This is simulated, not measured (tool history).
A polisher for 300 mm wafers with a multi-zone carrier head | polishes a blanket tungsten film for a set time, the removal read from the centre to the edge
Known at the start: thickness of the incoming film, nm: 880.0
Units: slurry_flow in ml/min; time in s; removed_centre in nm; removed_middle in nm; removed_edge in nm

Run 1, hour 0: slurry_flow 210 ml/min, centre_zone 1, middle_zone 1, edge_zone 1, slurry_solids 1, time 52 s. Result: removed_centre 220.83 nm, removed_middle 218.92 nm, removed_edge 214.47 nm.
Run 2, hour 5.6: slurry_flow 210 ml/min, centre_zone 0.95, middle_zone 1, edge_zone 1, slurry_solids 1, time 52 s. Result: removed_centre 207.57 nm, removed_middle 223.18 nm, removed_edge 209.87 nm.
Run 3, hour 12.6: slurry_flow 205 ml/min, centre_zone 0.93, middle_zone 0.99, edge_zone 0.97, slurry_solids 0.9, time 48 s. Result: removed_centre 187.02 nm, removed_middle 190.46 nm, removed_edge 189.05 nm.
Run 4, hour 14.9: slurry_flow 235 ml/min, centre_zone 0.93, middle_zone 0.99, edge_zone 0.97, slurry_solids 0.9, time 48 s. Result: removed_centre 190.15 nm, removed_middle 199.45 nm, removed_edge 186.75 nm.
Run 5, hour 23.6: slurry_flow 235 ml/min, centre_zone 0.89, middle_zone 0.99, edge_zone 0.97, slurry_solids 0.9, time 48 s. Result: removed_centre 182.1 nm, removed_middle 204.51 nm, removed_edge 189.06 nm.
Run 6, hour 32: slurry_flow 240 ml/min, centre_zone 0.88, middle_zone 1.01, edge_zone 0.96, slurry_solids 0.85, time 44 s. Result: removed_centre 163.46 nm, removed_middle 179.23 nm, removed_edge 171.85 nm.

Forecast run 7:
Run 7, hour 34: slurry_flow 260 ml/min, centre_zone 0.87, middle_zone 1.05, edge_zone 0.93, slurry_solids 0.85, time 41 s. Result: removed_centre ?, removed_middle ?, removed_edge ?.

{"run 7": {"removed_centre": 153.73, "removed_middle": 176.42, "removed_edge": 155.85}}

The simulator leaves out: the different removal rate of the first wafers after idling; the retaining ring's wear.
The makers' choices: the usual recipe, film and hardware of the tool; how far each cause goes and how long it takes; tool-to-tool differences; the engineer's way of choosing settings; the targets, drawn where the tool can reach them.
